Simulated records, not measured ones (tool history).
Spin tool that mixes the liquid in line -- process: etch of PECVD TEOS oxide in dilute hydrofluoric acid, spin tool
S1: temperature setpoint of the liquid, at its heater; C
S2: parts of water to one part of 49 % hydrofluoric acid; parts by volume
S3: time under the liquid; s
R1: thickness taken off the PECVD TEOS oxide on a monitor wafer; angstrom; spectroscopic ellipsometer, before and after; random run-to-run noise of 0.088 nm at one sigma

run  hour    S1   S2   S3      R1
  1     0    21  245  290  101.45
  2   5.7    23  245  290  111.37
  3   7.3    23  245  310  117.39
  4  13.1  24.5  245  310  125.08
  5    16  25.5  230  310  140.71
  6  21.4  26.5  220  310  152.28
  7  23.7    27  210  310  166.83
  8  27.7  27.5  205  310  172.87

What will run 9 give?
  9  29.4  27.5  205  310   ?

For run 9 the tool returned R1 173.37 angstrom.
